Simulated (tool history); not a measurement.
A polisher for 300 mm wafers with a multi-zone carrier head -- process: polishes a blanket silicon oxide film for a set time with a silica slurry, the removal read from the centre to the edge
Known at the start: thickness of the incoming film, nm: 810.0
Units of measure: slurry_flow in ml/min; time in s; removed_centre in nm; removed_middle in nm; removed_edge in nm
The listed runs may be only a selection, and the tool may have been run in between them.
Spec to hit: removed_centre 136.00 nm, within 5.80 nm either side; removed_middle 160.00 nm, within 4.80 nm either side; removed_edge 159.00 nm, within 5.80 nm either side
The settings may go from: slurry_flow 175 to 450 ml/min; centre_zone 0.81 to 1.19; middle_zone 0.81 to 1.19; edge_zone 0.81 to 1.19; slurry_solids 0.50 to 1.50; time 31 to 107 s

run,hour,slurry_flow,centre_zone,middle_zone,edge_zone,slurry_solids,time,removed_centre,removed_middle,removed_edge
1,0.0,290,1.00,1.00,1.00,1.00,69,275.06,250.47,246.26
2,8.6,290,1.00,1.00,1.05,1.00,69,272.91,248.63,254.68
3,9.8,285,0.98,1.01,1.05,0.95,67,252.81,233.17,241.19
4,18.7,285,0.98,1.01,0.99,0.95,67,254.07,237.52,238.32
5,24.0,285,0.90,1.01,0.99,0.95,67,235.47,238.29,232.13
6,31.8,280,0.89,1.02,1.00,0.90,65,219.74,223.79,220.72
# hour 35.9: centre zone pressure recalibrated
7,35.9,275,0.88,1.03,1.01,0.85,64,185.66,213.55,214.92
8,41.5,280,0.88,1.02,0.99,0.80,63,177.32,203.04,201.93
9,42.1,280,0.88,1.01,0.97,0.75,63,169.73,193.83,191.40
10,50.8,240,0.81,0.92,0.87,0.55,63,123.82,145.89,146.92
11,53.6,250,0.81,0.92,0.87,0.55,63,124.10,146.49,147.18
12,57.5,260,0.81,0.92,0.88,0.55,63,126.25,147.59,147.51
13,60.5,265,0.81,0.93,0.89,0.55,63,127.20,146.52,149.29
14,63.7,265,0.81,0.94,0.89,0.55,63,124.65,148.97,146.55
15,66.7,265,0.82,0.94,0.90,0.55,63,131.36,149.45,149.48
16,67.2,260,0.82,0.95,0.91,0.55,63,126.71,148.86,149.84

Below are 4 possible settings for the next run. Only one of them brings all results inside the allowed miss of their targets. Which is it?
A,67.7,320,0.82,0.81,0.93,0.50,69,?,?,?
B,67.7,280,0.83,0.97,0.95,0.55,58,?,?,?
C,67.7,245,0.83,0.95,0.90,0.50,73,?,?,?
D,67.7,205,0.81,0.83,1.15,0.60,58,?,?,?

move,removed_centre,removed_middle,removed_edge
A,133.29,141.52,157.48
B,120.29,141.60,142.12
C,138.03,160.60,160.02
D,119.01,130.64,161.22
A: moves away from the targets compared with the last run
B: moves away from the targets compared with the last run
C: every result lands within tolerance
D: moves away from the targets compared with the last run
C is the move that brings every result within its allowed miss.
